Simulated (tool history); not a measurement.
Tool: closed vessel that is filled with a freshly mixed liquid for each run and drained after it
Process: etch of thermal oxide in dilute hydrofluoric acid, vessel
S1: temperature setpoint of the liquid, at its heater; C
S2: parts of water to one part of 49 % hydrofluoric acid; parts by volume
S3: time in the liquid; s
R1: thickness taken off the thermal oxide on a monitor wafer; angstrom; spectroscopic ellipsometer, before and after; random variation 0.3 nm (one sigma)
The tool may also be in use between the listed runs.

run	hour	S1	S2	S3	R1
1	0	25	200	1030	221.65
2	3.3	25	245	1030	175.33
3	9.3	25	295	1030	137.68
4	13.5	26.5	270	1030	163.89
5	19.6	26.5	310	1030	136.52
6	28.1	26.5	310	1110	146.8
7	33.7	27.5	290	1110	163.88
8	35.4	28.5	265	1110	193.91

Run 9 comes next. What will it give?
9	42.3	32.5	190	1110	?

{"run 9": {"R1": 330.88}}
